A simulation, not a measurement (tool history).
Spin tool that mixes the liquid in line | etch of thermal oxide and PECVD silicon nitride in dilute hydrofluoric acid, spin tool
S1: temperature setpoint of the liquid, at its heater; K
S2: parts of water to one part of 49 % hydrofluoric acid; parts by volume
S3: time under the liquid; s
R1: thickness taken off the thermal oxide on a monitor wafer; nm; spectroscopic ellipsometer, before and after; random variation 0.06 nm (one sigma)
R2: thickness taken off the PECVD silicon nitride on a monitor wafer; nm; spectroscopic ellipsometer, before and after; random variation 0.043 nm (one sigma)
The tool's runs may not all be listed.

{"run": 1, "hour": 0.0, "S1": 297.15, "S2": 50, "S3": 170, "R1": 16.372, "R2": 16.612}
{"run": 2, "hour": 7.7, "S1": 295.65, "S2": 55, "S3": 170, "R1": 13.999, "R2": 13.61}
{"run": 3, "hour": 13.1, "S1": 295.15, "S2": 60, "S3": 170, "R1": 12.416, "R2": 12.055}
{"run": 4, "hour": 18.3, "S1": 296.65, "S2": 60, "S3": 170, "R1": 13.25, "R2": 13.475}
{"run": 5, "hour": 20.5, "S1": 296.65, "S2": 75, "S3": 170, "R1": 10.318, "R2": 10.749}
{"run": 6, "hour": 29.2, "S1": 296.65, "S2": 75, "S3": 120, "R1": 7.2652, "R2": 7.6199}
{"run": 7, "hour": 30.9, "S1": 296.15, "S2": 70, "S3": 120, "R1": 7.708, "R2": 7.8964}

The next listed run, before its measurement:
{"run": 8, "hour": 32.7, "S1": 295.65, "S2": 65, "S3": 120, "R1": "?", "R2": "?"}

R1: 8.258 nm
R2: 8.1428 nm

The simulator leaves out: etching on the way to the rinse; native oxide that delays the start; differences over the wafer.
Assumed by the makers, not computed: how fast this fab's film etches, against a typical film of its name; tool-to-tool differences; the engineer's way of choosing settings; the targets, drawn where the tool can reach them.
